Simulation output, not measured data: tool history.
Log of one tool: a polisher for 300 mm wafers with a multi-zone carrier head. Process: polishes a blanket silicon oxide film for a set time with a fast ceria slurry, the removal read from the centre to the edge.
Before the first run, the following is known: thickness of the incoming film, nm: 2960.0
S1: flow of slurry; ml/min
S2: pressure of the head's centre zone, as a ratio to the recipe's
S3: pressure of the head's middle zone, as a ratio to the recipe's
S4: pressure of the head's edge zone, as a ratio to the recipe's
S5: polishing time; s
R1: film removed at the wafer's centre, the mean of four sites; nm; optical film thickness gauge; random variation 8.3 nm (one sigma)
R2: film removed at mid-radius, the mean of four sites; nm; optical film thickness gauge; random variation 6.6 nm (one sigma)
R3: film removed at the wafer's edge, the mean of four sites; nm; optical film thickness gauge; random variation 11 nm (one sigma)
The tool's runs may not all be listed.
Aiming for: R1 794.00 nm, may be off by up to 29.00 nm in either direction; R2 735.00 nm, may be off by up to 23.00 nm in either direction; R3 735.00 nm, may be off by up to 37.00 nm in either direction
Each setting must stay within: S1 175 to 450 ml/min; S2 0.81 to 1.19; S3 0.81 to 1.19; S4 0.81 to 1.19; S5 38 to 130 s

run 1 day=0.000 | S1=290 S2=1.00 S3=1.00 S4=1.00 S5=84 | R1=876.67 R2=847.06 R3=841.75
run 2 day=0.154 | S1=290 S2=1.00 S3=0.96 S4=1.00 S5=84 | R1=893.16 R2=814.47 R3=849.27
run 3 day=0.325 | S1=290 S2=0.99 S3=0.96 S4=0.98 S5=83 | R1=852.62 R2=808.94 R3=811.68
run 4 day=0.617 | S1=290 S2=0.99 S3=0.99 S4=0.98 S5=83 | R1=872.67 R2=825.86 R3=848.71
run 5 day=0.704 | S1=295 S2=0.99 S3=0.99 S4=0.98 S5=81 | R1=847.12 R2=810.52 R3=830.25
run 6 day=0.900 | S1=295 S2=0.99 S3=0.95 S4=0.98 S5=81 | R1=836.28 R2=767.99 R3=809.01
run 7 day=1.058 | S1=290 S2=0.99 S3=0.95 S4=0.96 S5=81 | R1=835.46 R2=786.94 R3=815.22
run 8 day=1.329 | S1=285 S2=1.00 S3=0.95 S4=0.96 S5=80 | R1=819.49 R2=759.41 R3=790.69
run 9 day=1.375 | S1=285 S2=1.00 S3=0.95 S4=0.96 S5=80 | R1=840.38 R2=763.46 R3=773.93
run 10 day=1.667 | S1=285 S2=1.00 S3=0.95 S4=0.96 S5=80 | R1=834.36 R2=777.43 R3=815.27
run 11 day=1.817 | S1=300 S2=1.00 S3=0.96 S4=0.97 S5=79 | R1=826.91 R2=763.34 R3=788.72
run 12 day=2.183 | S1=300 S2=1.00 S3=0.96 S4=0.96 S5=79 | R1=833.57 R2=766.29 R3=778.25
run 13 day=2.208 | S1=300 S2=1.00 S3=0.96 S4=0.95 S5=79 | R1=841.41 R2=765.82 R3=767.92
run 14 day=2.483 | S1=300 S2=1.00 S3=0.96 S4=0.94 S5=79 | R1=815.26 R2=782.47 R3=781.56
run 15 day=2.704 | S1=300 S2=1.00 S3=0.95 S4=0.94 S5=79 | R1=818.25 R2=754.47 R3=782.39
run 16 day=2.896 | S1=300 S2=1.00 S3=0.95 S4=0.93 S5=79 | R1=829.58 R2=760.18 R3=757.51

Of the 4 settings listed for the next run, only one would bring every result within its allowed miss of target. Which one?
run A day=3.088 | S1=370 S2=0.99 S3=0.95 S4=0.91 S5=75 | R1=? R2=? R3=?
run B day=3.088 | S1=425 S2=1.09 S3=0.93 S4=0.86 S5=74 | R1=? R2=? R3=?
run C day=3.088 | S1=340 S2=0.97 S3=0.90 S4=1.00 S5=83 | R1=? R2=? R3=?
run D day=3.088 | S1=310 S2=0.99 S3=0.97 S4=0.88 S5=80 | R1=? R2=? R3=?

move=A R1=793.04 R2=743.30 R3=716.71
move=B R1=872.18 R2=727.88 R3=695.11
move=C R1=852.50 R2=780.51 R3=825.10
move=D R1=830.93 R2=793.77 R3=743.26
A: every result lands within tolerance
B: further off than the last run
C: further off than the last run
D: further off than the last run
Move A is the one to make.
